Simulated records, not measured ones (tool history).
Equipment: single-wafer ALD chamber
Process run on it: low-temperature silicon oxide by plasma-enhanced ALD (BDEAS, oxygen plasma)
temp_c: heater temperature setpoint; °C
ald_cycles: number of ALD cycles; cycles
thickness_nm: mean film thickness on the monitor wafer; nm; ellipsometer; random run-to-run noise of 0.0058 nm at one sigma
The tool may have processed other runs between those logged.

run,hour,temp_c,ald_cycles,thickness_nm
1,0.0,100,20,2.8566
2,5.0,101,19,2.7017
3,6.5,95,19,2.7529
4,15.0,95,21,3.0392
5,18.2,96,20,2.8900
6,23.9,98,19,2.7226
7,30.0,98,19,2.7271
8,33.1,99,18,2.5868
9,35.9,100,17,2.4216
10,43.7,101,17,2.4178
11,48.9,102,17,2.4135
12,50.2,103,17,2.4001

Expected results for the next run?
13,55.0,103,17,?

{"run 13": {"thickness_nm": 2.4098}}
